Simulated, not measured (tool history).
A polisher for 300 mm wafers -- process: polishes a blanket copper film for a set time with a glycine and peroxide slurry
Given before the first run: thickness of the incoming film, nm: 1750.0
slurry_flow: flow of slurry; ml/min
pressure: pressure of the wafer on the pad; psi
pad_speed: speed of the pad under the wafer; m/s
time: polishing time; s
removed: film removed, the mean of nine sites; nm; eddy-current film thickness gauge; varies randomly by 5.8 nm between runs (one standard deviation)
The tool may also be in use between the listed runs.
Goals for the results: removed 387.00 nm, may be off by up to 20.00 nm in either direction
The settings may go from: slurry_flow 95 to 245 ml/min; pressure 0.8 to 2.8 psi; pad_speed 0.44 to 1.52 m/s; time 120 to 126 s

run  hour  slurry_flow  pressure  pad_speed  time  removed
  1   0.0          155       1.8       0.98   120   525.35
  2   8.5          155       2.1       0.98   120   590.82
  3  13.6          130       2.1       0.98   120   557.79
  4  21.8          130       2.1       0.98   126   602.69
  5  23.8          130       2.1       0.98   126   604.37
  6  26.6          130       2.1       0.98   120   569.02
  7  35.2          125       1.6       0.88   120   434.37
  8  42.3          120       1.5       0.86   120   405.59

Of the 5 settings listed for the next run, only one would bring every result within its allowed miss of target. Which one?
  A  49.4          100       1.6       0.94   124        ?
  B  49.4          120       1.2       1.14   120        ?
  C  49.4          140       0.9       1.02   126        ?
  D  49.4          130       1.5       0.84   126        ?
  E  49.4          140       1.3       0.96   126        ?

move  removed
   A   442.91
   B   435.25
   C   376.22
   D   428.36
   E   439.28
A: moves away from the targets compared with the last run
B: moves away from the targets compared with the last run
C: every result lands within tolerance
D: moves away from the targets compared with the last run
E: moves away from the targets compared with the last run
Go with C: it meets all targets.
